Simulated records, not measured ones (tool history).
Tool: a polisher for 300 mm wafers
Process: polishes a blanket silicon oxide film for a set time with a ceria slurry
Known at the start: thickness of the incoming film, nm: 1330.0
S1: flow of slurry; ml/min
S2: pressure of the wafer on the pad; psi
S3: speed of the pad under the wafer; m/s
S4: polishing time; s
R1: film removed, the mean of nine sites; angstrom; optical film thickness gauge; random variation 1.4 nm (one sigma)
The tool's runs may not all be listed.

Run 1, hour 0.0: S1 270 ml/min, S2 3.8 psi, S3 1.04 m/s, S4 81 s. Result: R1 4722.8 angstrom.
Run 2, hour 9.0: S1 265 ml/min, S2 3.2 psi, S3 0.98 m/s, S4 81 s. Result: R1 3934.8 angstrom.
Run 3, hour 17.1: S1 260 ml/min, S2 2.8 psi, S3 0.90 m/s, S4 81 s. Result: R1 3353.5 angstrom.
Run 4, hour 17.7: S1 255 ml/min, S2 2.5 psi, S3 0.84 m/s, S4 81 s. Result: R1 2907.0 angstrom.
Run 5, hour 25.9: S1 250 ml/min, S2 2.3 psi, S3 0.82 m/s, S4 81 s. Result: R1 2675.1 angstrom.
Run 6, hour 34.1: S1 240 ml/min, S2 2.1 psi, S3 0.82 m/s, S4 81 s. Result: R1 2476.0 angstrom.
Run 7, hour 40.3: S1 220 ml/min, S2 2.1 psi, S3 0.82 m/s, S4 81 s. Result: R1 2457.7 angstrom.
Run 8, hour 44.7: S1 205 ml/min, S2 2.0 psi, S3 0.82 m/s, S4 81 s. Result: R1 2327.1 angstrom.
Run 9, hour 47.3: S1 165 ml/min, S2 1.9 psi, S3 0.82 m/s, S4 81 s. Result: R1 2131.3 angstrom.
Run 10, hour 53.2: S1 175 ml/min, S2 1.9 psi, S3 0.82 m/s, S4 81 s. Result: R1 2154.8 angstrom.

Run 11 comes next. What will it give?
Run 11, hour 56.9: S1 180 ml/min, S2 1.9 psi, S3 0.82 m/s, S4 81 s. Result: R1 ?.

R1: 2173.3 angstrom
